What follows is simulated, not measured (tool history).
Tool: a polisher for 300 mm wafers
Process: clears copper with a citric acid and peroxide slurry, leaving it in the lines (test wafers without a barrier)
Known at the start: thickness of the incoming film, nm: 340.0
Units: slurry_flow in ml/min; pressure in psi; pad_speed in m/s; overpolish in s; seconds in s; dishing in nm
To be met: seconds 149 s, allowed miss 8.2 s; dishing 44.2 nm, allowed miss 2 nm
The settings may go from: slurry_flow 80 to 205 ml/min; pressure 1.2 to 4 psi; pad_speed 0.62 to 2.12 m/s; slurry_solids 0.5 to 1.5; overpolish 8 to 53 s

Run 1, day 0: slurry_flow 135 ml/min, pressure 2.6 psi, pad_speed 1.36 m/s, slurry_solids 1, overpolish 27 s. Result: seconds 109.17 s, dishing 50.41 nm.
Run 2, day 0.117: slurry_flow 130 ml/min, pressure 2.4 psi, pad_speed 1.36 m/s, slurry_solids 1, overpolish 28 s. Result: seconds 120 s, dishing 50.445 nm.
Run 3, day 0.292: slurry_flow 130 ml/min, pressure 2.3 psi, pad_speed 1.36 m/s, slurry_solids 1, overpolish 28 s. Result: seconds 121.2 s, dishing 47.665 nm.
Run 4, day 0.5: slurry_flow 125 ml/min, pressure 2.2 psi, pad_speed 1.36 m/s, slurry_solids 1, overpolish 29 s. Result: seconds 124.44 s, dishing 47.384 nm.
Run 5, day 0.754: slurry_flow 125 ml/min, pressure 2.1 psi, pad_speed 1.34 m/s, slurry_solids 1, overpolish 30 s. Result: seconds 127.44 s, dishing 47.605 nm.
Run 6, day 0.788: slurry_flow 125 ml/min, pressure 2.1 psi, pad_speed 1.34 m/s, slurry_solids 1, overpolish 25 s. Result: seconds 127.2 s, dishing 41.696 nm.
Run 7, day 1.1: slurry_flow 125 ml/min, pressure 2.1 psi, pad_speed 1.34 m/s, slurry_solids 1, overpolish 25 s. Result: seconds 129.77 s, dishing 41.29 nm.
Run 8, day 1.246: slurry_flow 125 ml/min, pressure 2 psi, pad_speed 1.32 m/s, slurry_solids 1, overpolish 27 s. Result: seconds 138.93 s, dishing 43.609 nm.

Which of these 4 next moves meets every target?
Run A, day 1.392: slurry_flow 125 ml/min, pressure 1.6 psi, pad_speed 1.14 m/s, slurry_solids 0.95, overpolish 33 s. Result: seconds ?, dishing ?.
Run B, day 1.392: slurry_flow 130 ml/min, pressure 2 psi, pad_speed 1.4 m/s, slurry_solids 1, overpolish 26 s. Result: seconds ?, dishing ?.
Run C, day 1.392: slurry_flow 140 ml/min, pressure 1.8 psi, pad_speed 1.44 m/s, slurry_solids 1.05, overpolish 27 s. Result: seconds ?, dishing ?.
Run D, day 1.392: slurry_flow 115 ml/min, pressure 1.9 psi, pad_speed 1.22 m/s, slurry_solids 1.1, overpolish 31 s. Result: seconds ?, dishing ?.

move  seconds  dishing
   A   166.22    39.88
   B    123.8   41.959
   C   124.46   42.884
   D   142.57    43.07
A: takes the result that was furthest off past its target
B: further off than the last run
C: further off than the last run
D: meets every target
Move D is the one to make.
